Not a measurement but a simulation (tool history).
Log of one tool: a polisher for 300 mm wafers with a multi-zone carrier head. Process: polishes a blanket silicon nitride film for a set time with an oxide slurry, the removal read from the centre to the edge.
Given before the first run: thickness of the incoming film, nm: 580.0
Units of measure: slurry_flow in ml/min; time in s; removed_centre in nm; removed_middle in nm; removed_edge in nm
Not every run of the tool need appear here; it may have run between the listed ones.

Run 1, hour 0: slurry_flow 315 ml/min, centre_zone 1, middle_zone 1, edge_zone 1, slurry_solids 1, time 55 s. Result: removed_centre 36.549 nm, removed_middle 37.67 nm, removed_edge 36.812 nm.
Run 2, hour 1.7: slurry_flow 315 ml/min, centre_zone 1.04, middle_zone 1, edge_zone 1, slurry_solids 1, time 55 s. Result: removed_centre 37.436 nm, removed_middle 37.529 nm, removed_edge 36.022 nm.
Run 3, hour 3.5: slurry_flow 315 ml/min, centre_zone 1.03, middle_zone 1.02, edge_zone 0.98, slurry_solids 0.9, time 55 s. Result: removed_centre 35.465 nm, removed_middle 36.049 nm, removed_edge 35.126 nm.
Run 4, hour 5.4: slurry_flow 315 ml/min, centre_zone 1.03, middle_zone 1.02, edge_zone 0.98, slurry_solids 0.9, time 48 s. Result: removed_centre 30.839 nm, removed_middle 31.978 nm, removed_edge 30.591 nm.
Run 5, hour 13: slurry_flow 315 ml/min, centre_zone 0.99, middle_zone 1.02, edge_zone 0.98, slurry_solids 0.9, time 48 s. Result: removed_centre 30.296 nm, removed_middle 31.115 nm, removed_edge 29.94 nm.
Run 6, hour 20: slurry_flow 315 ml/min, centre_zone 0.99, middle_zone 1.04, edge_zone 0.97, slurry_solids 0.9, time 48 s. Result: removed_centre 30.622 nm, removed_middle 33 nm, removed_edge 30.419 nm.
Run 7, hour 27.4: slurry_flow 315 ml/min, centre_zone 0.98, middle_zone 1.04, edge_zone 0.95, slurry_solids 0.9, time 48 s. Result: removed_centre 30.562 nm, removed_middle 31.836 nm, removed_edge 30.056 nm.
Run 8, hour 32.9: slurry_flow 315 ml/min, centre_zone 0.98, middle_zone 1.06, edge_zone 0.94, slurry_solids 0.9, time 48 s. Result: removed_centre 30.569 nm, removed_middle 32.82 nm, removed_edge 30.283 nm.
Run 9, hour 39.8: slurry_flow 315 ml/min, centre_zone 0.98, middle_zone 1.08, edge_zone 0.93, slurry_solids 0.9, time 48 s. Result: removed_centre 29.248 nm, removed_middle 33.774 nm, removed_edge 29.219 nm.

Predict the results of run 10:
Run 10, hour 41.9: slurry_flow 315 ml/min, centre_zone 0.98, middle_zone 1.08, edge_zone 0.92, slurry_solids 0.9, time 48 s. Result: removed_centre ?, removed_middle ?, removed_edge ?.

{"run 10": {"removed_centre": 30.056, "removed_middle": 33.146, "removed_edge": 29.471}}
